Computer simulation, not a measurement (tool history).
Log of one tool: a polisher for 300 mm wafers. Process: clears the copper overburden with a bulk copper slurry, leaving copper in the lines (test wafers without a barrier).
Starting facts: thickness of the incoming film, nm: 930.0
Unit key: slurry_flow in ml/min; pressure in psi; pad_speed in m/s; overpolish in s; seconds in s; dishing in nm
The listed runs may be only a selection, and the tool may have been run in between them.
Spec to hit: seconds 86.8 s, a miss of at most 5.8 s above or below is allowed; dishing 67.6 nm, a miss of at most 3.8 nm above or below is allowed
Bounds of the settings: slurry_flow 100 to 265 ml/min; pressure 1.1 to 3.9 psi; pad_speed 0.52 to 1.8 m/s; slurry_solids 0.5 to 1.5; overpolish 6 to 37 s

Run 1, hour 0: slurry_flow 170 ml/min, pressure 2.5 psi, pad_speed 1.16 m/s, slurry_solids 1, overpolish 19 s. Result: seconds 104.69 s, dishing 94.286 nm.
Run 2, hour 3.7: slurry_flow 170 ml/min, pressure 2.5 psi, pad_speed 1.16 m/s, slurry_solids 1.1, overpolish 19 s. Result: seconds 103.06 s, dishing 94.559 nm.
Run 3, hour 6.5: slurry_flow 175 ml/min, pressure 2.6 psi, pad_speed 1.18 m/s, slurry_solids 1.1, overpolish 15 s. Result: seconds 97.501 s, dishing 83.311 nm.
Run 4, hour 11.9: slurry_flow 175 ml/min, pressure 2.6 psi, pad_speed 1.18 m/s, slurry_solids 1.2, overpolish 15 s. Result: seconds 94.389 s, dishing 84.092 nm.
Run 5, hour 14.7: slurry_flow 175 ml/min, pressure 2.6 psi, pad_speed 1.18 m/s, slurry_solids 1.35, overpolish 15 s. Result: seconds 92.627 s, dishing 88.212 nm.
Run 6, hour 20.3: slurry_flow 175 ml/min, pressure 2.6 psi, pad_speed 1.18 m/s, slurry_solids 1.35, overpolish 18 s. Result: seconds 90.213 s, dishing 96.054 nm.
Run 7, hour 25.7: slurry_flow 180 ml/min, pressure 2.6 psi, pad_speed 1.2 m/s, slurry_solids 1.35, overpolish 15 s. Result: seconds 88.845 s, dishing 89.419 nm.
Run 8, hour 26.3: slurry_flow 185 ml/min, pressure 2.6 psi, pad_speed 1.2 m/s, slurry_solids 1.35, overpolish 13 s. Result: seconds 91.515 s, dishing 81.393 nm.
Run 9, hour 32.2: slurry_flow 185 ml/min, pressure 2.8 psi, pad_speed 1.26 m/s, slurry_solids 1.35, overpolish 6 s. Result: seconds 78.128 s, dishing 46.061 nm.

Below are 4 possible settings for the next run. Only one of them brings all results inside the allowed miss of their targets. Which is it?
Run A, hour 38.1: slurry_flow 165 ml/min, pressure 2.4 psi, pad_speed 1.42 m/s, slurry_solids 1.2, overpolish 10 s. Result: seconds ?, dishing ?.
Run B, hour 38.1: slurry_flow 180 ml/min, pressure 2.8 psi, pad_speed 1.34 m/s, slurry_solids 1.3, overpolish 12 s. Result: seconds ?, dishing ?.
Run C, hour 38.1: slurry_flow 175 ml/min, pressure 2.9 psi, pad_speed 1.18 m/s, slurry_solids 1.35, overpolish 12 s. Result: seconds ?, dishing ?.
Run D, hour 38.1: slurry_flow 240 ml/min, pressure 2.7 psi, pad_speed 1.62 m/s, slurry_solids 1.15, overpolish 7 s. Result: seconds ?, dishing ?.

move  seconds  dishing
   A   88.525   65.838
   B   77.824   84.291
   C   84.464    79.76
   D   66.668   62.864
A: meets every target
B: the result that was furthest off in the last run now lies on the other side of its target
C: the result that was furthest off in the last run now lies on the other side of its target
D: closer than the last run, but not yet in spec
The right move is A.
